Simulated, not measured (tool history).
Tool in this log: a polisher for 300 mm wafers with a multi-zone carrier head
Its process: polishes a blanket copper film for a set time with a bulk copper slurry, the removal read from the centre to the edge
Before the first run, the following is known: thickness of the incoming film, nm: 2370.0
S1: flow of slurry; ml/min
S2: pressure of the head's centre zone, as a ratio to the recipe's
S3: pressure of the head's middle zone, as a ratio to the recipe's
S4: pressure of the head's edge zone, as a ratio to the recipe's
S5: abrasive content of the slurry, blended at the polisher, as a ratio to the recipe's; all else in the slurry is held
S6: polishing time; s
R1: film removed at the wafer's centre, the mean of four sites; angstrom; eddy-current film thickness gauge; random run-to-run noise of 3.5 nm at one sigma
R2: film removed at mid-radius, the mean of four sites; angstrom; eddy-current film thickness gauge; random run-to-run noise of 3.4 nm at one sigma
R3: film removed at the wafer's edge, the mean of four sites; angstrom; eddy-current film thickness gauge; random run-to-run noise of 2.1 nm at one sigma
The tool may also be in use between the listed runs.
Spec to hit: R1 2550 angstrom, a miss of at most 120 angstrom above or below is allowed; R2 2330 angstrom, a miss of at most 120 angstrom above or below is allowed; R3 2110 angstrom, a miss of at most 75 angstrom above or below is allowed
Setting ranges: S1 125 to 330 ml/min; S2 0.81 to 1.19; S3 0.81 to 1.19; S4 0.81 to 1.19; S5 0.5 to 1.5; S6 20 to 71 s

run	hour	S1	S2	S3	S4	S5	S6	R1	R2	R3
1	0	210	1	1	1	1	45	3714.7	3567.7	3446.9
2	3.7	210	1.01	1	0.98	0.95	43	3482.6	3459	3199.9
3	6	210	1.01	1	0.98	0.95	49	3917.9	3949.1	3680.4
4	9.8	210	1.01	0.93	0.98	0.95	49	4036.1	3633.6	3691.8
5	13.6	210	1.01	0.97	0.98	0.95	49	3990.1	3886.1	3665.8
6	16.9	235	1.01	0.97	0.98	0.95	49	4081.5	3896.9	3710.1
7	17.4	235	1.01	0.96	0.97	0.9	47	3889.5	3607.4	3562.6
8	20.1	230	1.02	0.96	0.95	0.85	45	3684.7	3470.7	3319.5
9	28.1	225	1.03	0.96	0.94	0.8	43	3479.1	3321	3074.9
10	29.8	225	1.03	0.96	0.94	0.8	43	3548.8	3211.2	3098.1
# hour 31.2: edge zone pressure recalibrated
11	31.2	220	1.03	0.96	0.93	0.75	42	3367.6	3188.1	3148.1

5 candidate next runs follow, results not yet known. Just one meets every target within its allowed miss. Identify it.
A	32.6	210	1.06	0.81	1	0.85	56	?	?	?
B	32.6	210	1.1	1.02	0.84	0.85	29	?	?	?
C	32.6	285	0.99	1.04	0.81	0.95	33	?	?	?
D	32.6	170	0.98	0.95	0.89	0.5	42	?	?	?
E	32.6	275	0.96	1.03	0.91	0.6	58	?	?	?

move	R1	R2	R3
A	4757.9	3718.6	4390.4
B	2561.3	2332.3	2091.3
C	2787.7	2858.9	2455.7
D	2934.3	2842.3	2805.1
E	4408.3	4627.5	4226.8
A: further off than the last run
B: all results land within tolerance of their targets
C: closes in on the targets versus the last run, not all within tolerance yet
D: closes in on the targets versus the last run, not all within tolerance yet
E: further off than the last run
The right move is B.

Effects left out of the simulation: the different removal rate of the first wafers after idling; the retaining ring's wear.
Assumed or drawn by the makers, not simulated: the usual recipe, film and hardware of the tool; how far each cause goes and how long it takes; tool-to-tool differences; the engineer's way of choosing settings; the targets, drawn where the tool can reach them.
